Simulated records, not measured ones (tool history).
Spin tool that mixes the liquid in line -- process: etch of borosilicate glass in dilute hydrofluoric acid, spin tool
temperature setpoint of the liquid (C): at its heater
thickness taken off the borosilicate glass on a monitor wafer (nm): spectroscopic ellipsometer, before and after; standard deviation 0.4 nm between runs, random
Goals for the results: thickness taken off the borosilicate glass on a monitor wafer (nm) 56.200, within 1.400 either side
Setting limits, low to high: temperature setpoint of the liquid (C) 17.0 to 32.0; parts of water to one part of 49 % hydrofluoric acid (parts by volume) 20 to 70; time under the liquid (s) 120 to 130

run,hour,temperature setpoint of the liquid (C),parts of water to one part of 49 % hydrofluoric acid (parts by volume),time under the liquid (s),thickness taken off the borosilicate glass on a monitor wafer (nm)
1,0.0,24.0,40,120,86.236
2,5.7,24.0,40,120,85.196
3,6.9,24.0,40,130,92.616
4,12.1,24.0,50,130,72.320
5,18.9,24.0,50,120,67.397
6,23.0,23.0,50,120,65.040
7,25.0,21.5,50,120,61.163
8,33.8,21.0,50,120,60.150
9,42.7,20.5,50,120,58.049

Below are 4 possible settings for the next run. Only one of them brings all results inside the allowed miss of their targets. Which is it?
A,51.6,26.5,60,120,?
B,51.6,20.0,50,125,?
C,51.6,21.5,50,120,?
D,51.6,17.0,45,120,?

move,thickness taken off the borosilicate glass on a monitor wafer (nm)
A,61.815
B,59.870
C,61.233
D,56.450
A: its largest miss is bigger than the last run's
B: its largest miss is bigger than the last run's
C: its largest miss is bigger than the last run's
D: hits every target within its allowed miss
The move that meets every target is D.

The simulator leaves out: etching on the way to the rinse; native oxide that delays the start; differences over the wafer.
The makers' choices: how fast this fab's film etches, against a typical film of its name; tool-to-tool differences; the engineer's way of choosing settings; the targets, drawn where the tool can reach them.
